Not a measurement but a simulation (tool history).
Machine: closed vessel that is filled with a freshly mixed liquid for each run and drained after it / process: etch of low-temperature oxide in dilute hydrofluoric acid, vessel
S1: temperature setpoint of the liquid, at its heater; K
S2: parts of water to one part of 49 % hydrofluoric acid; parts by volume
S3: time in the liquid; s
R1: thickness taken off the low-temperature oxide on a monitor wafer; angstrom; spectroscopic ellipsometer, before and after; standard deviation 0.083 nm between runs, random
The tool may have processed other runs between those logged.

run  hour      S1  S2   S3      R1
  1   0.0  294.15  45  155  378.85
  2   9.0  293.15  45  155  367.32
  3  12.8  292.15  45  155  350.93
  4  17.6  295.15  45  155  399.03
  5  25.7  293.65  45  155  372.84
  6  30.4  292.65  45  155  357.28

The next listed run, before its measurement:
  7  39.5  292.15  45  155   ?

R1: 350.96 angstrom
